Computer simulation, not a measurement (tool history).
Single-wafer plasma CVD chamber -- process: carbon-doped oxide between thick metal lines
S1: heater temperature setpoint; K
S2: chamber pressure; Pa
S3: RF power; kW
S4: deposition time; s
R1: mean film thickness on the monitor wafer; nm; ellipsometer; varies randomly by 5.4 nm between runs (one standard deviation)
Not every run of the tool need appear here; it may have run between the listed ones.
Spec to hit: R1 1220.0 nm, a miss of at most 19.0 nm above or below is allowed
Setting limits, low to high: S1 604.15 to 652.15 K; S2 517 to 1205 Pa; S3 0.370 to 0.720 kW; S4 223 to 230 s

| run | hour | S1 | S2 | S3 | S4 | R1 |
|---|---|---|---|---|---|---|
| 1 | 0.0 | 628.15 | 861 | 0.545 | 223 | 1127.3 |
| 2 | 3.2 | 628.15 | 861 | 0.545 | 223 | 1126.8 |
| 3 | 3.9 | 628.15 | 979 | 0.545 | 223 | 1140.4 |
| 4 | 8.9 | 625.15 | 1012 | 0.550 | 223 | 1165.4 |
| 5 | 16.1 | 629.15 | 1012 | 0.550 | 223 | 1155.7 |
| 6 | 18.1 | 629.15 | 1012 | 0.550 | 223 | 1159.1 |
| 7 | 22.0 | 628.15 | 1053 | 0.555 | 223 | 1153.0 |
|  | 24.6 | capacitance manometer re-zeroed and calibrated |
| 8 | 24.6 | 625.15 | 1063 | 0.565 | 223 | 1181.4 |

Exercise: of the 5 proposed moves below, exactly one satisfies all targets within the stated allowed misses. Which move is it?
| A | 27.2 | 628.15 | 1029 | 0.590 | 229 | ? |
| B | 27.2 | 614.15 | 1088 | 0.525 | 227 | ? |
| C | 27.2 | 622.15 | 1068 | 0.520 | 223 | ? |
| D | 27.2 | 624.15 | 1056 | 0.540 | 223 | ? |
| E | 27.2 | 628.15 | 1097 | 0.565 | 225 | ? |

| move | R1 |
|---|---|
| A | 1222.6 |
| B | 1176.1 |
| C | 1125.8 |
| D | 1144.6 |
| E | 1178.5 |
A: all results land within tolerance of their targets
B: moves away from the targets compared with the last run
C: moves away from the targets compared with the last run
D: moves away from the targets compared with the last run
E: moves away from the targets compared with the last run
The move that meets every target is A.

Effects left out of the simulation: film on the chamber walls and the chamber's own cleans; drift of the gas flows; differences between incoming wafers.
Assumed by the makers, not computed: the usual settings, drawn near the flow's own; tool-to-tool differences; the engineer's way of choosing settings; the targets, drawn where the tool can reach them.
